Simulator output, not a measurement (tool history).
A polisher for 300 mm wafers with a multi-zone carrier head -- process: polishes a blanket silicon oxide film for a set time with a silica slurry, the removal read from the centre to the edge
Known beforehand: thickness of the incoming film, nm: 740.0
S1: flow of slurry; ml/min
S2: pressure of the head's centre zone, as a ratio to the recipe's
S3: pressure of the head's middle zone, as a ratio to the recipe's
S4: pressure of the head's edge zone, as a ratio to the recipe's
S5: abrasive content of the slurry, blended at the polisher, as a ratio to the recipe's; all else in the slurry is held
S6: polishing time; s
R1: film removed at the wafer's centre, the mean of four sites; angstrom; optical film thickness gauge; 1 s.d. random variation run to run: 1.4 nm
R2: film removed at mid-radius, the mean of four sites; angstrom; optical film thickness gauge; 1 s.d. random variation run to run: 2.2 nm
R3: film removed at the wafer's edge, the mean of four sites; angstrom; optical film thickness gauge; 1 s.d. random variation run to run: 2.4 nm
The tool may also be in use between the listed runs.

run  hour   S1    S2    S3    S4   S5  S6      R1      R2      R3
  1   0.0  170  1.00  1.00  1.00  1.0  52  1456.1  1370.9  1432.7
  2   1.5  170  1.00  1.00  0.97  1.0  52  1419.6  1362.0  1445.3
  3   8.5  170  1.00  1.00  1.04  1.0  52  1426.3  1424.5  1474.7
  4  16.0  130  1.00  1.00  1.04  1.0  52  1318.8  1304.0  1416.2
  5  21.1  130  1.00  1.00  1.04  1.0  58  1504.4  1453.4  1556.3
  6  22.2  130  1.00  1.00  1.04  1.0  70  1811.4  1814.6  1877.1

Run 7 comes next. What will it give?
  7  29.0  130  1.00  1.00  1.04  1.0  70   ?   ?   ?

{"run 7": {"R1": 1822.8, "R2": 1758.2, "R3": 1881.7}}

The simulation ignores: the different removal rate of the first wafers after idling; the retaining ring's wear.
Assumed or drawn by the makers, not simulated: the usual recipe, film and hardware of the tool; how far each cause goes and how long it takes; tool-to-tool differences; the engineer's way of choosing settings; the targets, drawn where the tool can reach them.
